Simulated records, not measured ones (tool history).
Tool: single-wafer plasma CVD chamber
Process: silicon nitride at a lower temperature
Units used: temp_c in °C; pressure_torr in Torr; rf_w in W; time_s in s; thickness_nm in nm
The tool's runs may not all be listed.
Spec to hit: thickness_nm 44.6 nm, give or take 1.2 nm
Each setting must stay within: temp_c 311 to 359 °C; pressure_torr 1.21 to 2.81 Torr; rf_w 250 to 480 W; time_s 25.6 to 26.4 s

run 1 hour=0 | temp_c=335 pressure_torr=2.01 rf_w=365 time_s=25.6 | thickness_nm=36.012
run 2 hour=2.3 | temp_c=335 pressure_torr=2.06 rf_w=375 time_s=25.7 | thickness_nm=37.257
run 3 hour=11.1 | temp_c=335 pressure_torr=2.11 rf_w=380 time_s=25.7 | thickness_nm=37.703
run 4 hour=13 | temp_c=344 pressure_torr=2.11 rf_w=380 time_s=25.7 | thickness_nm=37.492
run 5 hour=19.4 | temp_c=344 pressure_torr=2.11 rf_w=415 time_s=25.7 | thickness_nm=40.101
run 6 hour=24.2 | temp_c=344 pressure_torr=2.11 rf_w=445 time_s=25.7 | thickness_nm=41.915
run 7 hour=29.6 | temp_c=344 pressure_torr=2.14 rf_w=445 time_s=25.7 | thickness_nm=42.323
run 8 hour=36.9 | temp_c=344 pressure_torr=2.16 rf_w=445 time_s=25.7 | thickness_nm=42.476
run 9 hour=42.3 | temp_c=344 pressure_torr=2.18 rf_w=445 time_s=25.7 | thickness_nm=42.463

Pick the move, out of 4, that brings all results within their allowed miss; only one does.
run A hour=47.7 | temp_c=343 pressure_torr=1.91 rf_w=470 time_s=25.6 | thickness_nm=?
run B hour=47.7 | temp_c=343 pressure_torr=2.2 rf_w=440 time_s=25.6 | thickness_nm=?
run C hour=47.7 | temp_c=347 pressure_torr=2.44 rf_w=435 time_s=26.4 | thickness_nm=?
run D hour=47.7 | temp_c=334 pressure_torr=2.48 rf_w=470 time_s=26 | thickness_nm=?

move=A thickness_nm=42.579
move=B thickness_nm=42.288
move=C thickness_nm=44.342
move=D thickness_nm=46.465
A: an improvement on the last run, though not all results are within tolerance
B: further off than the last run
C: all results in spec
D: pushes the last run's worst result past its target
C meets every target.
